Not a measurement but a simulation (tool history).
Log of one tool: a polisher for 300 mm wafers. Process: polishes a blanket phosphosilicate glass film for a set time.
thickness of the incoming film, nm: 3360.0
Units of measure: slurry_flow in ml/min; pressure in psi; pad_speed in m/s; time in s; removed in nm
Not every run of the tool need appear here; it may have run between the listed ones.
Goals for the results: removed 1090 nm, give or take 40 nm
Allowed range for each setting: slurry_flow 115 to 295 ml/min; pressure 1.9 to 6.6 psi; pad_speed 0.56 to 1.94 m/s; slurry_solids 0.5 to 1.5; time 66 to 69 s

run,hour,slurry_flow,pressure,pad_speed,slurry_solids,time,removed
1,0,190,4.2,1.24,1,66,801.24
2,5,190,4.5,1.24,1,66,835.39
3,9.2,190,4.5,1.02,1,66,734.84
4,17.4,190,4.5,1.22,1,66,844.24
5,25.1,190,5,1.22,1,66,921.52
6,32.2,190,5.2,1.22,1,66,975.08
7,35.4,190,5.3,1.22,1,66,985.56
# hour 36.9: worn pad replaced by a new one
8,36.9,200,5.8,1.22,1,66,1179.8
9,43.1,195,5.8,1.22,1,66,1162.6
10,50.4,190,5.8,1.22,1,66,1173

Next run, 5 choices. One meets every target within its allowed miss, the rest don't. Which?
A,57.7,225,6,1.26,1.1,66,?
B,57.7,145,5.6,1.22,1,67,?
C,57.7,205,5.5,1.54,0.95,68,?
D,57.7,175,5.7,1.36,1,69,?
E,57.7,195,5.7,1.24,1,67,?

move,removed
A,1318.3
B,1090.1
C,1325.1
D,1276.4
E,1178
A: lands further from the targets than the last run did
B: all results land within tolerance of their targets
C: lands further from the targets than the last run did
D: lands further from the targets than the last run did
E: lands further from the targets than the last run did
B meets every target.

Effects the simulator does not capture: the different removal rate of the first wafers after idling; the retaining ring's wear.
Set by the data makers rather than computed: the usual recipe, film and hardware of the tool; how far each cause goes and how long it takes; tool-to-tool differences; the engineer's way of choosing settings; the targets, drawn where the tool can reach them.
